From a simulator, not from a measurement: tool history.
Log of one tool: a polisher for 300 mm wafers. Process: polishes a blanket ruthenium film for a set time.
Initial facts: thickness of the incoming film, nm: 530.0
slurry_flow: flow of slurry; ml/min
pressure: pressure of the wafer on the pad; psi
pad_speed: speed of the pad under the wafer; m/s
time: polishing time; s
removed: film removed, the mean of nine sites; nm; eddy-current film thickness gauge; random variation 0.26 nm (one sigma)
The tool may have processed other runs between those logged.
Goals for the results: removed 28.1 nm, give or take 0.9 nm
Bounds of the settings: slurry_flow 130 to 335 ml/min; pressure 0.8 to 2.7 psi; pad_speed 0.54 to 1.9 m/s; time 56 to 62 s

run,hour,slurry_flow,pressure,pad_speed,time,removed
1,0,215,1.7,1.22,62,57.831
2,6.9,215,1.5,1.16,62,48.063
3,9.1,165,1.5,1.16,62,46.627
4,13.5,165,1.5,1.16,62,46.097
5,22.1,165,1.5,1.32,62,52.884
6,26,165,1.3,1.26,62,44.579
7,30.7,165,1.2,1.22,62,39.905
8,31.6,165,1.1,1.2,62,35.596
9,39.5,165,1,1.2,62,32.714
10,46.1,160,0.8,1.18,62,26.096

Exactly one of the 4 candidate moves below puts every result within its allowed miss. Which one?
A,52.7,165,0.8,1.14,56,?
B,52.7,155,0.9,1.18,60,?
C,52.7,140,0.9,1.04,61,?
D,52.7,180,0.8,1.12,59,?

move,removed
A,22.592
B,27.63
C,24.333
D,23.757
A: lands further from the targets than the last run did
B: each result inside its tolerance
C: lands further from the targets than the last run did
D: lands further from the targets than the last run did
Move B is the one to make.
